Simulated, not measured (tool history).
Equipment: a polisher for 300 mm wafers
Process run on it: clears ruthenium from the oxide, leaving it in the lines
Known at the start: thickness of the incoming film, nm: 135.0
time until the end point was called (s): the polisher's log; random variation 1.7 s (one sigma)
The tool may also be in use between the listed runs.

| run | hour | flow of slurry (ml/min) | pressure of the wafer on the pad (kPa) | speed of the pad under the wafer (m/s) | overpolish time after the end point (s) | time until the end point was called (s) |
|---|---|---|---|---|---|---|
| 1 | 0.0 | 165 | 17.9 | 1.30 | 39 | 66.143 |
| 2 | 7.3 | 165 | 16.5 | 1.28 | 39 | 69.329 |
| 3 | 10.3 | 165 | 18.6 | 1.28 | 39 | 67.671 |
| 4 | 16.8 | 165 | 18.6 | 1.48 | 39 | 55.906 |
| 5 | 18.1 | 165 | 16.5 | 1.42 | 39 | 65.695 |
| 6 | 21.2 | 165 | 16.5 | 1.42 | 39 | 63.894 |
| 7 | 25.2 | 165 | 15.2 | 1.38 | 39 | 68.140 |
| 8 | 32.9 | 165 | 13.8 | 1.34 | 39 | 78.907 |
| 9 | 35.4 | 165 | 13.1 | 1.34 | 39 | 79.311 |

Estimate the outcome of run 10 from the log above:
| 10 | 40.7 | 165 | 12.4 | 1.34 | 39 | ? |

time until the end point was called (s): 86.995
